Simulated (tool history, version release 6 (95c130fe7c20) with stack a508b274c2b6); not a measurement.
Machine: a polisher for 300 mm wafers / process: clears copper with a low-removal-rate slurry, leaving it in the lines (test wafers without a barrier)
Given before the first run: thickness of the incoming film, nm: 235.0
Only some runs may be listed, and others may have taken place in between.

run,hour,flow of slurry (ml/min),pressure of the wafer on the pad (kPa),speed of the pad under the wafer (m/s),abrasive content of the slurry,overpolish time after the end point (s),time until the end point was called (s),dishing of a wide line in a test structure (Å)
1,0.0,320,22.8,0.94,1.00,9,94.684,155.65
2,3.0,320,22.8,0.94,0.80,9,99.057,148.91
3,7.9,320,22.8,1.10,0.80,9,88.384,167.36
4,10.4,320,23.4,1.10,0.80,10,85.776,186.05
5,14.0,320,23.4,1.10,0.95,10,82.653,189.40
6,16.5,320,23.4,1.10,0.95,11,81.720,207.35
7,24.4,320,23.4,1.10,0.95,12,83.165,209.40

Predict the results of run 8:
8,31.6,320,24.1,1.10,0.95,13,?,?

Run 8 yielded time until the end point was called (s) 81.755, dishing of a wide line in a test structure (Å) 231.27.
